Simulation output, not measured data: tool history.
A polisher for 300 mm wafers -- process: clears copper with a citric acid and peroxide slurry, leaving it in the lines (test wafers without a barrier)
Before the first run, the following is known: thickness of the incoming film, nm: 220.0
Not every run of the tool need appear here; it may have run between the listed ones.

run,hour,flow of slurry (ml/min),pressure of the wafer on the pad (psi),speed of the pad under the wafer (cm/s),abrasive content of the slurry,overpolish time after the end point (s),time until the end point was called (s),dishing of a wide line in a test structure (Å)
1,0,305,3.8,106,1,25,93.779,392.19
2,8.6,305,3.8,106,1,15,90.676,247.06
3,14.8,305,4.5,106,1,15,82.813,273.46
4,18.5,305,4.5,80,1,15,104.31,225.69
5,20.7,380,4.5,80,1,15,99.021,231.81
6,23.8,380,4.5,80,1.1,15,99.057,240.65
7,24.8,380,4.3,80,1.1,19,101.64,286.91
8,31.8,380,4.1,80,1.15,21,103.25,307.39

Estimate the outcome of run 9 from the log above:
9,39.4,390,3.1,78,1.25,33,?,?

For run 9 the tool returned time until the end point was called (s) 122.39, dishing of a wide line in a test structure (Å) 390.51.
